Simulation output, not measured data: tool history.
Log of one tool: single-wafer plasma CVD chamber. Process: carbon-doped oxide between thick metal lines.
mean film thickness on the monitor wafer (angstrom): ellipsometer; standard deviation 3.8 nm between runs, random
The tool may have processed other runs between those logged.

run	hour	heater temperature setpoint (deg C)	chamber pressure (Torr)	RF power (kW)	deposition time (s)	mean film thickness on the monitor wafer (angstrom)
1	0	335	5.69	0.545	204	12578
2	6.6	334	5.85	0.565	205	13102
3	13.6	334	5.5	0.565	205	12970
4	15.4	334	5	0.565	205	12762
5	17.4	334	4.39	0.565	205	12506
6	19.4	334	5.13	0.565	205	12851
7	20.7	333	5.38	0.58	205	13208
8	28.9	332	5.6	0.59	205	13490
9	36.3	332	5.6	0.59	205	13579

What does the tool deliver on the next run?
10	40.8	330	5.77	0.595	205	?

{"run 10": {"mean film thickness on the monitor wafer (angstrom)": 13764}}

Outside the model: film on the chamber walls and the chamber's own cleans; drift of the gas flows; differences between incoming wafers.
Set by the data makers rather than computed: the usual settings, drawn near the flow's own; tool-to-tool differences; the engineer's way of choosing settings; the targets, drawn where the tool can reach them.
